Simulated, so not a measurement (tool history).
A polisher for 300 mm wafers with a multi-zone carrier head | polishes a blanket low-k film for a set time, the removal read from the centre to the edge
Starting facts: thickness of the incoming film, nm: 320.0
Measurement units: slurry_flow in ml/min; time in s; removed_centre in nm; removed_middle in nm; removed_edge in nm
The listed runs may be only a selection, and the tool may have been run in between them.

| run | hour | slurry_flow | centre_zone | middle_zone | edge_zone | slurry_solids | time | removed_centre | removed_middle | removed_edge |
|---|---|---|---|---|---|---|---|---|---|---|
| 1 | 0.0 | 125 | 1.00 | 1.00 | 1.00 | 1.0 | 66 | 25.110 | 25.499 | 24.028 |
| 2 | 3.5 | 150 | 1.00 | 1.00 | 1.00 | 1.0 | 66 | 26.762 | 25.840 | 24.619 |
| 3 | 11.6 | 150 | 1.00 | 1.00 | 0.94 | 1.0 | 66 | 26.965 | 25.553 | 24.203 |
| 4 | 14.8 | 150 | 1.00 | 1.00 | 0.94 | 1.0 | 51 | 20.852 | 20.190 | 18.456 |
| 5 | 20.9 | 135 | 1.00 | 1.00 | 0.94 | 1.0 | 51 | 20.423 | 19.492 | 18.411 |
|  | 27.5 | worn pad replaced by a new one |
| 6 | 27.5 | 135 | 1.00 | 1.00 | 0.94 | 1.0 | 60 | 26.263 | 26.470 | 24.052 |
| 7 | 33.0 | 125 | 0.99 | 0.97 | 0.92 | 1.0 | 60 | 25.476 | 24.299 | 23.304 |
| 8 | 35.6 | 120 | 0.97 | 0.98 | 0.90 | 1.1 | 61 | 26.220 | 25.889 | 24.358 |

For run 9, what comes out?
| 9 | 37.6 | 115 | 0.95 | 0.98 | 0.88 | 1.2 | 63 | ? | ? | ? |

removed_centre: 26.868 nm
removed_middle: 26.478 nm
removed_edge: 25.558 nm
